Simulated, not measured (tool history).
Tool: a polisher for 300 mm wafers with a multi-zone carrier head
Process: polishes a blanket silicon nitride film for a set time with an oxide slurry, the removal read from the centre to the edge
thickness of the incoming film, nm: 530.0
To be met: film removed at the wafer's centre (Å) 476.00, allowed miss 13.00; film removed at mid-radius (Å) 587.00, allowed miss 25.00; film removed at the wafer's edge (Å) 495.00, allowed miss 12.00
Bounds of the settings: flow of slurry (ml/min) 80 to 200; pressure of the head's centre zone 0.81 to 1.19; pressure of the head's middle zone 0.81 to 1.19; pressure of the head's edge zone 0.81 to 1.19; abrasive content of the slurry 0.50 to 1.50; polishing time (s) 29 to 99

| run | hour | flow of slurry (ml/min) | pressure of the head's centre zone | pressure of the head's middle zone | pressure of the head's edge zone | abrasive content of the slurry | polishing time (s) | film removed at the wafer's centre (Å) | film removed at mid-radius (Å) | film removed at the wafer's edge (Å) |
|---|---|---|---|---|---|---|---|---|---|---|
| 1 | 0.0 | 130 | 1.00 | 1.00 | 1.00 | 1.00 | 64 | 419.40 | 447.20 | 415.45 |
| 2 | 8.2 | 145 | 1.00 | 1.04 | 1.03 | 1.00 | 64 | 443.01 | 479.87 | 432.75 |
| 3 | 15.1 | 145 | 1.00 | 1.04 | 1.03 | 1.00 | 54 | 367.60 | 398.53 | 367.57 |
| 4 | 18.0 | 150 | 0.99 | 1.07 | 1.05 | 1.10 | 54 | 381.10 | 428.27 | 382.44 |
| 5 | 22.8 | 150 | 0.99 | 1.07 | 1.05 | 1.10 | 45 | 322.44 | 354.96 | 318.87 |
| 6 | 28.1 | 155 | 0.98 | 1.09 | 1.08 | 1.20 | 48 | 347.40 | 393.84 | 357.24 |
| 7 | 33.5 | 160 | 0.98 | 1.11 | 1.08 | 1.25 | 51 | 380.71 | 447.01 | 388.52 |
| 8 | 40.9 | 165 | 0.98 | 1.12 | 1.10 | 1.30 | 52 | 397.56 | 456.48 | 406.00 |
| 9 | 43.8 | 165 | 0.97 | 1.13 | 1.10 | 1.35 | 54 | 407.46 | 487.45 | 423.67 |
| 10 | 49.1 | 170 | 0.97 | 1.14 | 1.11 | 1.40 | 55 | 429.13 | 523.71 | 442.86 |
| 11 | 52.8 | 175 | 0.97 | 1.15 | 1.12 | 1.40 | 56 | 438.48 | 516.18 | 458.31 |
| 12 | 54.1 | 175 | 0.97 | 1.16 | 1.12 | 1.40 | 57 | 444.29 | 528.53 | 470.03 |
| 13 | 59.1 | 175 | 0.97 | 1.17 | 1.11 | 1.40 | 57 | 447.82 | 526.52 | 458.93 |
| 14 | 62.3 | 175 | 0.97 | 1.17 | 1.11 | 1.40 | 58 | 453.14 | 541.61 | 472.03 |
| 15 | 67.3 | 180 | 0.96 | 1.18 | 1.10 | 1.45 | 58 | 454.83 | 556.17 | 474.71 |

Which of these 4 next moves meets every target?
| A | 72.3 | 160 | 0.99 | 1.19 | 1.04 | 1.50 | 60 | ? | ? | ? |
| B | 72.3 | 195 | 0.97 | 1.19 | 1.13 | 1.50 | 59 | ? | ? | ? |
| C | 72.3 | 200 | 0.92 | 1.19 | 0.98 | 1.50 | 65 | ? | ? | ? |
| D | 72.3 | 160 | 0.87 | 1.19 | 1.15 | 1.50 | 57 | ? | ? | ? |

| move | film removed at the wafer's centre (Å) | film removed at mid-radius (Å) | film removed at the wafer's edge (Å) |
|---|---|---|---|
| A | 485.66 | 587.36 | 474.68 |
| B | 485.23 | 596.60 | 498.39 |
| C | 508.92 | 660.04 | 513.10 |
| D | 405.02 | 558.25 | 474.41 |
A: as far off as the last run
B: meets every target
C: takes the result that was furthest off past its target
D: further off than the last run
Move B is the one to make.

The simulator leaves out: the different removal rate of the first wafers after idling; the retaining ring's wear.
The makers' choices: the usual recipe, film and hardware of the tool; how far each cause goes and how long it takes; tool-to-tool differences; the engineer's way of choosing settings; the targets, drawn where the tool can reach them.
